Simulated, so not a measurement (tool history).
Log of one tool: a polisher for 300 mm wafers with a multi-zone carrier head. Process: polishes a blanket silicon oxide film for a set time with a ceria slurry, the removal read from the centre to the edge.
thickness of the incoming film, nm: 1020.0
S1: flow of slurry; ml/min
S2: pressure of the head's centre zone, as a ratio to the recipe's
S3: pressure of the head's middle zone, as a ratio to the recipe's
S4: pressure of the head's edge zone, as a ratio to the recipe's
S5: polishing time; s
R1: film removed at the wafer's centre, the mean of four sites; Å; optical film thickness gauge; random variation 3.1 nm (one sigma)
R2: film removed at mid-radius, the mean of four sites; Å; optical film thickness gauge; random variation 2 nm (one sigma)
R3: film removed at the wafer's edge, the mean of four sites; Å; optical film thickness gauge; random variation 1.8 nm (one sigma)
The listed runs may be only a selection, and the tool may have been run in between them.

{"run": 1, "hour": 0.0, "S1": 120, "S2": 1.0, "S3": 1.0, "S4": 1.0, "S5": 55, "R1": 3565.4, "R2": 3394.9, "R3": 3524.6}
{"run": 2, "hour": 5.2, "S1": 120, "S2": 0.95, "S3": 1.0, "S4": 1.0, "S5": 55, "R1": 3329.6, "R2": 3406.3, "R3": 3520.8}
{"run": 3, "hour": 12.1, "S1": 120, "S2": 1.02, "S3": 1.0, "S4": 1.0, "S5": 55, "R1": 3606.6, "R2": 3417.8, "R3": 3474.3}
{"run": 4, "hour": 19.3, "S1": 120, "S2": 0.93, "S3": 1.0, "S4": 1.0, "S5": 55, "R1": 3330.8, "R2": 3413.9, "R3": 3505.8}
{"run": 5, "hour": 26.9, "S1": 120, "S2": 0.93, "S3": 1.0, "S4": 1.04, "S5": 55, "R1": 3259.4, "R2": 3419.5, "R3": 3627.2}
{"run": 6, "hour": 30.9, "S1": 120, "S2": 0.93, "S3": 1.0, "S4": 1.04, "S5": 61, "R1": 3589.3, "R2": 3818.2, "R3": 3965.1}
{"run": 7, "hour": 33.8, "S1": 115, "S2": 0.94, "S3": 1.02, "S4": 1.0, "S5": 58, "R1": 3435.6, "R2": 3592.7, "R3": 3666.0}
{"run": 8, "hour": 34.8, "S1": 110, "S2": 0.95, "S3": 1.04, "S4": 0.96, "S5": 56, "R1": 3327.2, "R2": 3514.2, "R3": 3472.6}
{"run": 9, "hour": 43.3, "S1": 110, "S2": 0.97, "S3": 1.06, "S4": 0.93, "S5": 54, "R1": 3260.0, "R2": 3435.6, "R3": 3244.5}

Predict the results of run 10:
{"run": 10, "hour": 43.9, "S1": 105, "S2": 0.98, "S3": 1.07, "S4": 0.91, "S5": 53, "R1": "?", "R2": "?", "R3": "?"}

R1: 3175.1 Å
R2: 3373.4 Å
R3: 3150.3 Å

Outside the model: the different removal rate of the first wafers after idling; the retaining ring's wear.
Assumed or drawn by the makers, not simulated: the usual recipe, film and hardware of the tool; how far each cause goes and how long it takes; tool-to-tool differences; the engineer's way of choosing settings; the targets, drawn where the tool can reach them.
